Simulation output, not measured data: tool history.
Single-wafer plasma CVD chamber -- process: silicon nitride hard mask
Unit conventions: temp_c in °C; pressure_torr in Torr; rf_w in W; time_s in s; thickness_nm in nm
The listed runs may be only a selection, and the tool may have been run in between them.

run	hour	temp_c	pressure_torr	rf_w	time_s	thickness_nm
1	0	405	1.56	390	22.6	30.411
2	3.8	405	1.49	380	22.6	29.656
3	8.1	396	1.49	380	22.6	29.737
4	15.5	387	1.49	380	22.6	29.865
5	19.9	387	1.49	340	22.6	28.178
6	22.9	387	1.43	335	22.6	27.372
7	27.7	387	1.43	335	22.6	27.668

For run 8, what comes out?
8	36	387	1.38	330	22.6	?

thickness_nm: 26.932 nm

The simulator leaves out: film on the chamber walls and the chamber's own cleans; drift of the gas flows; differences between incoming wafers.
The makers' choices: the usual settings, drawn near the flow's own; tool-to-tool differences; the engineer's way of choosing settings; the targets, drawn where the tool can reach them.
